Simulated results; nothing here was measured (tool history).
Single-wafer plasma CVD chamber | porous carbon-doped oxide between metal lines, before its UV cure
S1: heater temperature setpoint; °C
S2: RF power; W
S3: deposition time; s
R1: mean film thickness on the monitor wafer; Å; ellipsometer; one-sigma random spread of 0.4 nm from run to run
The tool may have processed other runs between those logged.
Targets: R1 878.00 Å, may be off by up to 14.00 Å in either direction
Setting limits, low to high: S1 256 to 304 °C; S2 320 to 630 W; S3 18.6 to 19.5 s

run  hour   S1   S2    S3       R1
  1   0.0  280  475  19.5  1151.00
  2   3.9  280  475  18.6  1101.20
  3  10.7  284  465  18.6  1043.10
  4  17.1  287  465  18.6  1028.40
  5  19.1  287  465  19.5  1083.20
  6  23.2  287  520  19.5  1197.30
  7  26.1  290  500  19.5  1124.90
  8  34.5  292  485  19.5  1086.40
  9  40.7  294  470  19.5  1034.90
 10  48.7  296  460  19.5  1010.80
 11  50.4  296  460  19.5   996.15
 12  53.7  304  400  19.4   796.55

Below are 5 possible settings for the next run. Only one of them brings all results inside the allowed miss of their targets. Which is it?
  A  57.0  303  430  19.4   ?
  B  57.0  304  480  18.6   ?
  C  57.0  303  415  19.5   ?
  D  57.0  298  405  19.5   ?
  E  57.0  298  400  19.5   ?

move      R1
   A  880.28
   B  946.32
   C  848.39
   D  849.90
   E  836.79
A: every result within its allowed miss
B: pushes the last run's worst result past its target
C: nearer than the last run, and not there yet
D: nearer than the last run, and not there yet
E: nearer than the last run, and not there yet
The move that meets every target is A.
